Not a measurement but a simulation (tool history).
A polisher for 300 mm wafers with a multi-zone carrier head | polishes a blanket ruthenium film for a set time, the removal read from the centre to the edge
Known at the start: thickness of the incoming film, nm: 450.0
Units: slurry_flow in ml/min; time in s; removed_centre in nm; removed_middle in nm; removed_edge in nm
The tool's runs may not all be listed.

{"run": 1, "hour": 0.0, "slurry_flow": 315, "centre_zone": 1, "middle_zone": 1, "edge_zone": 1, "time": 73, "removed_centre": 103.23, "removed_middle": 103.9, "removed_edge": 110.65}
{"run": 2, "hour": 1.7, "slurry_flow": 315, "centre_zone": 1.01, "middle_zone": 1.01, "edge_zone": 1.02, "time": 76, "removed_centre": 111.2, "removed_middle": 110.03, "removed_edge": 118.05}
{"run": 3, "hour": 8.3, "slurry_flow": 380, "centre_zone": 1.01, "middle_zone": 1.01, "edge_zone": 1.02, "time": 76, "removed_centre": 111.01, "removed_middle": 111.13, "removed_edge": 114.15}
{"run": 4, "hour": 14.6, "slurry_flow": 370, "centre_zone": 1.01, "middle_zone": 1.03, "edge_zone": 1.04, "time": 78, "removed_centre": 113.98, "removed_middle": 116.65, "removed_edge": 123.51}
{"run": 5, "hour": 15.6, "slurry_flow": 370, "centre_zone": 1.08, "middle_zone": 1.03, "edge_zone": 1.04, "time": 78, "removed_centre": 121.63, "removed_middle": 115.41, "removed_edge": 121.23}
{"run": 6, "hour": 21.7, "slurry_flow": 370, "centre_zone": 1.08, "middle_zone": 1.05, "edge_zone": 1.05, "time": 80, "removed_centre": 125.06, "removed_middle": 121.43, "removed_edge": 126.18}
{"run": 7, "hour": 28.6, "slurry_flow": 365, "centre_zone": 1.08, "middle_zone": 1.06, "edge_zone": 1.06, "time": 82, "removed_centre": 127.22, "removed_middle": 125.58, "removed_edge": 128.6}
{"run": 8, "hour": 31.9, "slurry_flow": 360, "centre_zone": 1.08, "middle_zone": 1.07, "edge_zone": 1.07, "time": 84, "removed_centre": 133.29, "removed_middle": 126.78, "removed_edge": 131.65}
{"run": 9, "hour": 38.7, "slurry_flow": 365, "centre_zone": 1.06, "middle_zone": 1.08, "edge_zone": 1.08, "time": 86, "removed_centre": 131.96, "removed_middle": 134.36, "removed_edge": 135.41}
{"run": 10, "hour": 42.3, "slurry_flow": 360, "centre_zone": 1.06, "middle_zone": 1.08, "edge_zone": 1.09, "time": 88, "removed_centre": 133.43, "removed_middle": 135.83, "removed_edge": 139.19}
{"run": 11, "hour": 43.5, "slurry_flow": 355, "centre_zone": 1.06, "middle_zone": 1.08, "edge_zone": 1.1, "time": 90, "removed_centre": 135.88, "removed_middle": 141.01, "removed_edge": 144.13}

The next listed run, before its measurement:
{"run": 12, "hour": 50.4, "slurry_flow": 355, "centre_zone": 1.06, "middle_zone": 1.08, "edge_zone": 1.11, "time": 91, "removed_centre": "?", "removed_middle": "?", "removed_edge": "?"}

Run 12 gave removed_centre 139.21 nm, removed_middle 141.65 nm, removed_edge 149.87 nm.
